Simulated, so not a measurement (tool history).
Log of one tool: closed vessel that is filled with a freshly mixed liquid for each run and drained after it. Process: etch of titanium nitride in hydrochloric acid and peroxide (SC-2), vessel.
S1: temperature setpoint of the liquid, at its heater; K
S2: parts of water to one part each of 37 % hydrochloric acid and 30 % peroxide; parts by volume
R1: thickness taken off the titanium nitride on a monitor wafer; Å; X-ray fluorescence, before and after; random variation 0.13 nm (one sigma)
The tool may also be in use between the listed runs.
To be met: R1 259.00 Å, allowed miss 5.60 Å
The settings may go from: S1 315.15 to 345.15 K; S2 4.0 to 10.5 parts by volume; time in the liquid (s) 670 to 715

Run 1, hour 0.0: S1 331.15 K, S2 5.5 parts by volume, time in the liquid (s) 670. Result: R1 449.74 Å.
Run 2, hour 3.4: S1 329.15 K, S2 5.5 parts by volume, time in the liquid (s) 670. Result: R1 397.45 Å.
Run 3, hour 11.4: S1 327.65 K, S2 5.5 parts by volume, time in the liquid (s) 670. Result: R1 358.15 Å.
Run 4, hour 14.4: S1 326.65 K, S2 5.5 parts by volume, time in the liquid (s) 670. Result: R1 337.31 Å.
Run 5, hour 15.0: S1 325.65 K, S2 5.5 parts by volume, time in the liquid (s) 670. Result: R1 314.55 Å.
Run 6, hour 23.9: S1 325.15 K, S2 5.5 parts by volume, time in the liquid (s) 670. Result: R1 304.29 Å.
Run 7, hour 29.7: S1 324.65 K, S2 5.5 parts by volume, time in the liquid (s) 670. Result: R1 296.02 Å.
Run 8, hour 33.7: S1 324.65 K, S2 5.5 parts by volume, time in the liquid (s) 670. Result: R1 294.20 Å.
Run 9, hour 36.6: S1 324.15 K, S2 5.5 parts by volume, time in the liquid (s) 670. Result: R1 284.07 Å.

5 next moves are on the table. One of them brings every result within its allowed miss. Which?
Run A, hour 39.5: S1 323.15 K, S2 5.5 parts by volume, time in the liquid (s) 695. Result: R1 ?.
Run B, hour 39.5: S1 323.15 K, S2 6.0 parts by volume, time in the liquid (s) 670. Result: R1 ?.
Run C, hour 39.5: S1 327.65 K, S2 6.5 parts by volume, time in the liquid (s) 695. Result: R1 ?.
Run D, hour 39.5: S1 323.65 K, S2 4.5 parts by volume, time in the liquid (s) 670. Result: R1 ?.
Run E, hour 39.5: S1 318.65 K, S2 4.0 parts by volume, time in the liquid (s) 705. Result: R1 ?.

move      R1
   A  275.58
   B  249.06
   C  326.89
   D  316.91
   E  257.76
A: nearer than the last run, and not there yet
B: takes the result that was furthest off past its target
C: further off than the last run
D: further off than the last run
E: meets every target
The right move is E.
